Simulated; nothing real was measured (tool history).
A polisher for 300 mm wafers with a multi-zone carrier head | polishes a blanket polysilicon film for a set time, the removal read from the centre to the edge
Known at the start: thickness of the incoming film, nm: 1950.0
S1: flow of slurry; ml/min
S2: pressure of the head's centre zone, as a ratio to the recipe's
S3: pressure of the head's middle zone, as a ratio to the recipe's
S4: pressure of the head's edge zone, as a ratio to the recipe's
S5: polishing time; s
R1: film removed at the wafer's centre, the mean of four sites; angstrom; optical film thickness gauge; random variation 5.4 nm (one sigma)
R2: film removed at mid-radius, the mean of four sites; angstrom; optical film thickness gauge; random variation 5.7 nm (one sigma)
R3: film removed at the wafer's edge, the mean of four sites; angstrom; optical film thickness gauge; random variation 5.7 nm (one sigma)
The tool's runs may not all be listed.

run 1 day=0.000 | S1=290 S2=1.00 S3=1.00 S4=1.00 S5=81 | R1=6111.4 R2=6110.2 R3=6129.3
run 2 day=0.088 | S1=290 S2=1.00 S3=1.07 S4=1.00 S5=81 | R1=6061.0 R2=6315.6 R3=6203.4
run 3 day=0.325 | S1=255 S2=1.00 S3=1.07 S4=1.00 S5=81 | R1=5995.1 R2=6435.3 R3=6094.9
run 4 day=0.533 | S1=255 S2=1.00 S3=1.07 S4=1.00 S5=69 | R1=5247.8 R2=5557.2 R3=5080.7
run 5 day=0.842 | S1=300 S2=1.00 S3=1.07 S4=1.00 S5=69 | R1=5209.2 R2=5552.0 R3=5197.0
run 6 day=0.975 | S1=300 S2=1.00 S3=1.14 S4=1.00 S5=69 | R1=5213.6 R2=5740.0 R3=5314.1
run 7 day=1.067 | S1=300 S2=1.00 S3=1.12 S4=0.99 S5=67 | R1=5101.7 R2=5547.6 R3=5012.0
run 8 day=1.196 | S1=285 S2=0.93 S3=1.02 S4=0.93 S5=60 | R1=4261.1 R2=4658.6 R3=4449.7
run 9 day=1.346 | S1=280 S2=0.94 S3=1.02 S4=0.92 S5=60 | R1=4226.0 R2=4525.2 R3=4486.8

Run 10 comes next. What will it give?
run 10 day=1.583 | S1=280 S2=0.94 S3=1.02 S4=0.92 S5=60 | R1=? R2=? R3=?

{"run 10": {"R1": 4264.7, "R2": 4641.2, "R3": 4391.7}}
